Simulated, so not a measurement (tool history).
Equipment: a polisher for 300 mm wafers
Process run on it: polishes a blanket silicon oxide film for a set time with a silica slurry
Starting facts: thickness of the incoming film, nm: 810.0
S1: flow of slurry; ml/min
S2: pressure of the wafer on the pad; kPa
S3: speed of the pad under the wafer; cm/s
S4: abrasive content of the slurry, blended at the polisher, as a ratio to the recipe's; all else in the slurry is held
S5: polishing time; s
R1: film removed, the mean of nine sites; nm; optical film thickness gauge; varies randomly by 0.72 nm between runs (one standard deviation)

{"run": 1, "hour": 0.0, "S1": 220, "S2": 30.3, "S3": 118, "S4": 1, "S5": 24, "R1": 101.06}
{"run": 2, "hour": 6.2, "S1": 220, "S2": 30.3, "S3": 138, "S4": 1, "S5": 24, "R1": 111.27}
{"run": 3, "hour": 9.5, "S1": 220, "S2": 30.3, "S3": 138, "S4": 1.1, "S5": 24, "R1": 117.03}
{"run": 4, "hour": 17.7, "S1": 220, "S2": 30.3, "S3": 124, "S4": 1.1, "S5": 24, "R1": 107.53}
{"run": 5, "hour": 19.4, "S1": 220, "S2": 27.6, "S3": 124, "S4": 1.1, "S5": 24, "R1": 97.789}
{"run": 6, "hour": 24.3, "S1": 220, "S2": 25.5, "S3": 124, "S4": 1.1, "S5": 24, "R1": 91.381}
{"run": 7, "hour": 27.4, "S1": 220, "S2": 24.1, "S3": 124, "S4": 1.1, "S5": 24, "R1": 87.901}

Estimate the outcome of run 8 from the log above:
{"run": 8, "hour": 35.8, "S1": 220, "S2": 22.8, "S3": 124, "S4": 1.1, "S5": 24, "R1": "?"}

R1: 81.67 nm
